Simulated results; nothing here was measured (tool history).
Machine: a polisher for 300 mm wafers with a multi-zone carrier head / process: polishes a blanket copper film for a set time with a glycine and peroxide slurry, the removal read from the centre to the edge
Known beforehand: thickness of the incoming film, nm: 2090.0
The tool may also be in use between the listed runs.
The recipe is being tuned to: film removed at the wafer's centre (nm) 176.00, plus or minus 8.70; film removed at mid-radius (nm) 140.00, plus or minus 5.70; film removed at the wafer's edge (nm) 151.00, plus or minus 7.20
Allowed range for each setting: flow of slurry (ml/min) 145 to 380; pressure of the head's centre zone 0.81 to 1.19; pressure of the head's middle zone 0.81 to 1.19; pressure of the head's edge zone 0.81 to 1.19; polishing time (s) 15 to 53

run,hour,flow of slurry (ml/min),pressure of the head's centre zone,pressure of the head's middle zone,pressure of the head's edge zone,polishing time (s),film removed at the wafer's centre (nm),film removed at mid-radius (nm),film removed at the wafer's edge (nm)
1,0.0,245,1.00,1.00,1.00,34,185.94,178.11,183.15
2,7.5,245,1.00,1.00,1.00,31,168.41,162.30,167.01
3,13.0,245,1.01,0.99,0.99,31,173.38,164.12,164.64
4,13.6,245,0.96,0.99,0.99,31,165.37,164.50,164.16
5,19.1,280,0.96,0.99,0.99,31,162.11,164.66,170.66
6,20.5,230,0.96,0.99,0.99,31,160.79,159.31,166.00
7,22.3,225,0.97,0.97,0.98,31,163.84,161.53,163.83
8,27.8,250,1.07,0.87,1.05,27,158.89,126.39,149.46
9,32.4,250,1.08,0.88,1.05,27,162.74,128.17,147.26
10,33.5,250,1.08,0.89,1.05,27,160.75,130.11,149.23
# hour 42.4: edge zone pressure recalibrated
11,42.4,250,1.09,0.90,1.05,27,161.49,132.05,153.62
12,44.7,250,1.10,0.90,1.03,27,159.05,129.53,151.63
13,52.0,235,1.09,0.90,1.05,27,161.60,130.06,151.75
14,56.2,240,1.10,0.90,1.03,27,164.43,134.26,150.94
15,61.9,240,1.11,0.90,1.02,27,163.69,130.15,150.49
16,65.7,235,1.12,0.91,1.00,27,162.61,129.85,144.99

Below are 4 possible settings for the next run. Only one of them brings all results inside the allowed miss of their targets. Which is it?
A,69.5,240,1.16,1.03,0.84,28,?,?,?
B,69.5,250,1.02,0.86,1.15,25,?,?,?
C,69.5,180,1.10,1.03,0.98,28,?,?,?
D,69.5,240,1.17,0.95,0.99,28,?,?,?

move,film removed at the wafer's centre (nm),film removed at mid-radius (nm),film removed at the wafer's edge (nm)
A,177.33,151.12,141.44
B,139.75,116.70,145.61
C,159.74,144.39,145.78
D,178.77,141.13,151.61
A: pushes the last run's worst result past its target
B: misses by more than the last run did
C: corrects the largest miss of the last run, while another result sits out of spec
D: every result within its allowed miss
Correct choice: D, which meets every target
